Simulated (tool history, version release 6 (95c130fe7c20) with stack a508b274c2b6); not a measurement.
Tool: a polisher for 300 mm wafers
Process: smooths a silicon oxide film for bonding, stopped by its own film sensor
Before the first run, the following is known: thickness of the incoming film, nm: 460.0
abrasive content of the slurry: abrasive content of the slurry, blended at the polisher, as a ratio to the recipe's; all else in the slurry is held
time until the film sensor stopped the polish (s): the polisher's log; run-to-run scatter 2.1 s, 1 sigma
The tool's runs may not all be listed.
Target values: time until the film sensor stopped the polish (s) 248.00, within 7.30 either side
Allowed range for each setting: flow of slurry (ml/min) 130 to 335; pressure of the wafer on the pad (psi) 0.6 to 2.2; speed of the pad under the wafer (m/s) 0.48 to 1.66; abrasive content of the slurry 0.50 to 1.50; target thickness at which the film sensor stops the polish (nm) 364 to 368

run    day  flow of slurry (ml/min)  pressure of the wafer on the pad (psi)  speed of the pad under the wafer (m/s)  abrasive content of the slurry  target thickness at which the film sensor stops the polish (nm)  time until the film sensor stopped the polish (s)
  1  0.000                      215                                     1.4                                    1.06                            1.00                                                              368                                             166.98
  2  0.242                      215                                     1.3                                    1.06                            1.00                                                              368                                             176.00
  3  0.271                      215                                     1.3                                    1.06                            1.00                                                              364                                             181.83
  4  0.479                      215                                     1.2                                    1.06                            1.00                                                              364                                             195.04
  5  0.517                      215                                     1.2                                    1.06                            1.10                                                              364                                             178.85
  6  0.800                      215                                     1.2                                    1.06                            1.00                                                              364                                             190.50
  7  0.871                      215                                     1.1                                    1.06                            1.00                                                              364                                             206.72
  8  1.208                      210                                     0.9                                    1.06                            1.00                                                              364                                             226.79
  9  1.562                      210                                     0.7                                    1.06                            1.00                                                              364                                             268.49

Of the 4 settings listed for the next run, only one would bring every result within its allowed miss of target. Which one?
  A  1.917                      190                                     0.7                                    1.16                            1.05                                                              366                                                  ?
  B  1.917                      180                                     0.7                                    1.00                            1.00                                                              365                                                  ?
  C  1.917                      190                                     0.6                                    1.10                            1.05                                                              364                                                  ?
  D  1.917                      255                                     0.9                                    1.02                            0.90                                                              368                                                  ?

move  time until the film sensor stopped the polish (s)
   A                                             245.21
   B                                             275.39
   C                                             278.53
   D                                             236.67
A: hits every target within its allowed miss
B: the biggest miss grows against the last run
C: the biggest miss grows against the last run
D: the result that was furthest off in the last run now lies on the other side of its target
A is the move that brings every result within its allowed miss.
